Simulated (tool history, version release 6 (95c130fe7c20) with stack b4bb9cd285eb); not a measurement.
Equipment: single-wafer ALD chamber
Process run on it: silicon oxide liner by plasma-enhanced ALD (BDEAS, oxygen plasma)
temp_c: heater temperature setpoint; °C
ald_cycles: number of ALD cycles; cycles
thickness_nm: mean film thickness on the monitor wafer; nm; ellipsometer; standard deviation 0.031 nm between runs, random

{"run": 1, "hour": 0.0, "temp_c": 315, "ald_cycles": 56, "thickness_nm": 5.1941}
{"run": 2, "hour": 2.1, "temp_c": 320, "ald_cycles": 56, "thickness_nm": 5.1913}
{"run": 3, "hour": 10.7, "temp_c": 320, "ald_cycles": 50, "thickness_nm": 4.6796}
{"run": 4, "hour": 15.0, "temp_c": 320, "ald_cycles": 53, "thickness_nm": 4.9109}
{"hour": 22.0, "done": "thermocouple changed; heater temperature recalibrated"}
{"run": 5, "hour": 22.0, "temp_c": 319, "ald_cycles": 59, "thickness_nm": 5.519}
{"run": 6, "hour": 26.9, "temp_c": 325, "ald_cycles": 59, "thickness_nm": 5.4988}

What will run 7 give?
{"run": 7, "hour": 28.3, "temp_c": 325, "ald_cycles": 63, "thickness_nm": "?"}

Run 7 measured thickness_nm 5.8504 nm.

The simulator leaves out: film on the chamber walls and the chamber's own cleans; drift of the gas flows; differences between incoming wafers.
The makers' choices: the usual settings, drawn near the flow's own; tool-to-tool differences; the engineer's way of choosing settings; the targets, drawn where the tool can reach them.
